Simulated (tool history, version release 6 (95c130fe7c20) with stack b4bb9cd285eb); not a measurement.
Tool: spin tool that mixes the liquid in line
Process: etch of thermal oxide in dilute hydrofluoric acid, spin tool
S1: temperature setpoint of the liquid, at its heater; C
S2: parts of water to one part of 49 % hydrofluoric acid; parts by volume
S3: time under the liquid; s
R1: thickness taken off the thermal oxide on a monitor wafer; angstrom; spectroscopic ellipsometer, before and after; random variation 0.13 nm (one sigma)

Run 1, day 0.000: S1 26.0 C, S2 100 parts by volume, S3 305 s. Result: R1 179.52 angstrom.
Run 2, day 0.133: S1 26.0 C, S2 100 parts by volume, S3 325 s. Result: R1 190.62 angstrom.
Run 3, day 0.467: S1 27.5 C, S2 100 parts by volume, S3 325 s. Result: R1 203.02 angstrom.
Run 4, day 0.804: S1 27.5 C, S2 70 parts by volume, S3 325 s. Result: R1 301.04 angstrom.
Run 5, day 1.088: S1 27.0 C, S2 70 parts by volume, S3 325 s. Result: R1 294.80 angstrom.
Run 6, day 1.125: S1 27.0 C, S2 70 parts by volume, S3 325 s. Result: R1 296.33 angstrom.

Run 7 comes next. What will it give?
Run 7, day 1.217: S1 27.0 C, S2 70 parts by volume, S3 325 s. Result: R1 ?.

R1: 292.83 angstrom
